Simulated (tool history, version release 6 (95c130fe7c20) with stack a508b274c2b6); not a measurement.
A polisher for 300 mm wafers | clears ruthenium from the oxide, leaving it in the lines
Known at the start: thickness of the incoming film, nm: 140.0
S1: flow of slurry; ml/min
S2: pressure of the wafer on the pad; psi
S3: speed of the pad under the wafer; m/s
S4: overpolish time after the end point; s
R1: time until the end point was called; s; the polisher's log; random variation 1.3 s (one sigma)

run	hour	S1	S2	S3	S4	R1
1	0	220	2.2	0.9	9	124.92
2	1.7	220	2.4	0.9	9	121.69
3	5	220	2.1	0.9	9	134.81
4	9.7	220	2.1	0.9	9	136.54
5	16.5	220	2.6	0.9	9	112.34
6	19.8	175	2.6	0.9	9	117.32
7	26.1	185	2.8	0.9	9	110.08

Forecast run 8:
8	34.2	195	3	0.9	9	?

Run 8 gave R1 104.09 s.
